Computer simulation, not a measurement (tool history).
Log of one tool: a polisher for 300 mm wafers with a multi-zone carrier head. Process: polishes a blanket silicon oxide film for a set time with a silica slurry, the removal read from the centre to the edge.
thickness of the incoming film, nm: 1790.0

run	hour	flow of slurry (ml/min)	pressure of the head's centre zone	pressure of the head's middle zone	pressure of the head's edge zone	abrasive content of the slurry	polishing time (s)	film removed at the wafer's centre (nm)	film removed at mid-radius (nm)	film removed at the wafer's edge (nm)
1	0	175	1	1	1	1	87	301.26	308.65	308.8
2	4.1	175	0.92	1	1	1	87	277.56	313.15	308.52
3	8.7	180	0.93	1.01	1.02	1.05	88	292.43	323.3	333.33
4	17.6	180	0.93	1.01	1.02	1.25	88	313.21	356.03	351.39
5	18.7	185	0.95	1.03	1.04	1.3	88	328.8	362.29	362.62
6	24	185	1	1.03	1.04	1.3	88	346.46	361.13	367.94
7	29.9	190	1	1.05	1.05	1.35	89	352.61	375.27	370.06
8	36.5	190	1	1.06	1.06	1.35	91	353.53	387.92	381.81

Run 9 comes next. What will it give?
9	42.5	195	1.01	1.06	1.06	1.35	92	?	?	?

film removed at the wafer's centre (nm): 365.31
film removed at mid-radius (nm): 397.75
film removed at the wafer's edge (nm): 390.24
